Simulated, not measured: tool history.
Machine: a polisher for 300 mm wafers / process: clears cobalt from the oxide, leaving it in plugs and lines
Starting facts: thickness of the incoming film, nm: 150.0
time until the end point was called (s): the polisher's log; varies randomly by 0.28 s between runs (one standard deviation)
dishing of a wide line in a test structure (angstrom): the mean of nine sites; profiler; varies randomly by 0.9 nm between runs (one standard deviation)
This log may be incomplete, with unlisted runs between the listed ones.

run	hour	flow of slurry (ml/min)	pressure of the wafer on the pad (kPa)	speed of the pad under the wafer (m/s)	overpolish time after the end point (s)	time until the end point was called (s)	dishing of a wide line in a test structure (angstrom)
1	0	190	10.3	1.2	14	37.646	373.32
2	6.9	190	10.3	1.2	11	37.317	311.08
3	12.5	145	10.3	1.2	11	38.777	301.13
4	13.6	170	10.3	1.2	11	38.753	305.1
5	15.8	170	11.7	1.2	11	33.871	330.55
6	19.1	170	12.4	1.2	12	32.131	365.78
7	28	170	13.1	1.22	13	29.793	413.73
8	36	180	15.9	1.26	15	24.509	530.76
9	37.9	180	15.9	1.28	15	23.96	521.7

Run 10 has not been measured yet. What should we expect?
10	38.6	180	15.9	1.3	15	?	?

time until the end point was called (s): 23.864
dishing of a wide line in a test structure (angstrom): 522.65

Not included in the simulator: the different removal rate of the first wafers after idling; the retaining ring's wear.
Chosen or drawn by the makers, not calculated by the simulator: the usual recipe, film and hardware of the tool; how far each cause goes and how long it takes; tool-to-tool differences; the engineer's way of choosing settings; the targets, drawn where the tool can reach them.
